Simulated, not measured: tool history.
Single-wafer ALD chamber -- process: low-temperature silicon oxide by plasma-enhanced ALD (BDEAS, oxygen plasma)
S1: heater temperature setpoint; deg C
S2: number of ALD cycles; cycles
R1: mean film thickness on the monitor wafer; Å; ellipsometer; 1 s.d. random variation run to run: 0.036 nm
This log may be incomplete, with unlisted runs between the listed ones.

Run 1, hour 0: S1 95 deg C, S2 50 cycles. Result: R1 73.827 Å.
Run 2, hour 7.9: S1 104 deg C, S2 50 cycles. Result: R1 71.081 Å.
Run 3, hour 14.1: S1 96 deg C, S2 50 cycles. Result: R1 72.994 Å.
Run 4, hour 22.5: S1 98 deg C, S2 49 cycles. Result: R1 71.757 Å.
Run 5, hour 28.4: S1 94 deg C, S2 49 cycles. Result: R1 72.052 Å.
Run 6, hour 33.9: S1 94 deg C, S2 54 cycles. Result: R1 79.425 Å.
Run 7, hour 36.6: S1 97 deg C, S2 52 cycles. Result: R1 76.056 Å.
At hour 43: thermocouple changed; heater temperature recalibrated.
Run 8, hour 43: S1 99 deg C, S2 50 cycles. Result: R1 71.226 Å.
Run 9, hour 48.1: S1 102 deg C, S2 50 cycles. Result: R1 70.712 Å.
Run 10, hour 50.4: S1 105 deg C, S2 49 cycles. Result: R1 69.559 Å.
Run 11, hour 53.8: S1 106 deg C, S2 48 cycles. Result: R1 67.175 Å.

Run 12 comes next. What will it give?
Run 12, hour 55.3: S1 108 deg C, S2 48 cycles. Result: R1 ?.

R1: 66.654 Å
